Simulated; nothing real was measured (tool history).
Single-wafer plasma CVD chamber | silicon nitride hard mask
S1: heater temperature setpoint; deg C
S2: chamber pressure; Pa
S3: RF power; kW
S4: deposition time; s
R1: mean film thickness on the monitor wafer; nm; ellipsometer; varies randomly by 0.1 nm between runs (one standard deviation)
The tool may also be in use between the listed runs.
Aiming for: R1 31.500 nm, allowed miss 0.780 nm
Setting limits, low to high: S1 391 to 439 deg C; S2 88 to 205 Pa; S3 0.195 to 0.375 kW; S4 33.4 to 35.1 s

Run 1, day 0.000: S1 415 deg C, S2 147 Pa, S3 0.285 kW, S4 35.1 s. Result: R1 36.312 nm.
Run 2, day 0.129: S1 415 deg C, S2 147 Pa, S3 0.300 kW, S4 35.1 s. Result: R1 37.433 nm.
Run 3, day 0.488: S1 415 deg C, S2 141 Pa, S3 0.295 kW, S4 35.0 s. Result: R1 36.542 nm.
Run 4, day 0.546: S1 415 deg C, S2 167 Pa, S3 0.295 kW, S4 35.0 s. Result: R1 38.639 nm.
Run 5, day 0.783: S1 415 deg C, S2 167 Pa, S3 0.295 kW, S4 33.4 s. Result: R1 36.882 nm.
Run 6, day 1.075: S1 415 deg C, S2 167 Pa, S3 0.330 kW, S4 33.4 s. Result: R1 39.199 nm.
Run 7, day 1.158: S1 415 deg C, S2 160 Pa, S3 0.325 kW, S4 33.4 s. Result: R1 38.078 nm.
Run 8, day 1.262: S1 415 deg C, S2 131 Pa, S3 0.295 kW, S4 33.4 s. Result: R1 33.718 nm.
Run 9, day 1.517: S1 415 deg C, S2 105 Pa, S3 0.280 kW, S4 33.4 s. Result: R1 29.812 nm.
Run 10, day 1.567: S1 415 deg C, S2 107 Pa, S3 0.280 kW, S4 33.4 s. Result: R1 29.772 nm.
Run 11, day 1.788: S1 415 deg C, S2 108 Pa, S3 0.280 kW, S4 33.4 s. Result: R1 30.232 nm.
Run 12, day 2.038: S1 415 deg C, S2 109 Pa, S3 0.280 kW, S4 33.4 s. Result: R1 30.232 nm.
Run 13, day 2.133: S1 415 deg C, S2 111 Pa, S3 0.280 kW, S4 33.4 s. Result: R1 30.446 nm.
Run 14, day 2.158: S1 415 deg C, S2 112 Pa, S3 0.280 kW, S4 33.4 s. Result: R1 30.567 nm.

Below are 5 possible settings for the next run. Only one of them brings all results inside the allowed miss of their targets. Which is it?
Run A, day 2.183: S1 421 deg C, S2 112 Pa, S3 0.270 kW, S4 35.1 s. Result: R1 ?.
Run B, day 2.183: S1 406 deg C, S2 96 Pa, S3 0.270 kW, S4 35.1 s. Result: R1 ?.
Run C, day 2.183: S1 418 deg C, S2 95 Pa, S3 0.265 kW, S4 35.1 s. Result: R1 ?.
Run D, day 2.183: S1 414 deg C, S2 107 Pa, S3 0.265 kW, S4 33.4 s. Result: R1 ?.
Run E, day 2.183: S1 422 deg C, S2 104 Pa, S3 0.280 kW, S4 33.4 s. Result: R1 ?.

move      R1
   A  31.545
   B  29.346
   C  28.690
   D  29.137
   E  29.548
A: each result inside its tolerance
B: its largest miss is bigger than the last run's
C: its largest miss is bigger than the last run's
D: its largest miss is bigger than the last run's
E: its largest miss is bigger than the last run's
Go with A: it meets all targets.
